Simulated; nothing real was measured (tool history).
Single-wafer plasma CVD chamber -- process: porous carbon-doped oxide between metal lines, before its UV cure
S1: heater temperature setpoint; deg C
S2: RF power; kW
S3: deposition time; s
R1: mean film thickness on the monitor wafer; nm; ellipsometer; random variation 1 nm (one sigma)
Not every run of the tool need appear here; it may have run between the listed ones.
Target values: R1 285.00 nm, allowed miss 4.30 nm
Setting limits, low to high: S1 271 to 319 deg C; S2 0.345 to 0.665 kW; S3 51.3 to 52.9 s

run  hour   S1     S2    S3      R1
  1   0.0  295  0.505  51.3  257.09
  2   7.4  293  0.505  51.3  260.86
  3   8.2  291  0.505  51.3  262.03
  4  10.4  291  0.505  51.3  263.57
  5  13.3  291  0.450  51.3  243.52
  6  16.8  291  0.510  51.3  265.09
  7  17.8  289  0.510  51.3  267.79
     19.0  -- thermocouple changed; heater temperature recalibrated
  8  19.0  288  0.510  51.3  274.85
  9  24.5  287  0.510  51.3  277.45

Which of these 4 next moves meets every target?
  A  30.0  280  0.475  52.3   ?
  B  30.0  292  0.470  52.6   ?
  C  30.0  286  0.475  52.7   ?
  D  30.0  298  0.520  52.5   ?

move      R1
   A  282.89
   B  262.77
   C  274.64
   D  269.15
A: all results in spec
B: its largest miss is bigger than the last run's
C: its largest miss is bigger than the last run's
D: its largest miss is bigger than the last run's
So the answer is move A, the one that meets all the targets.
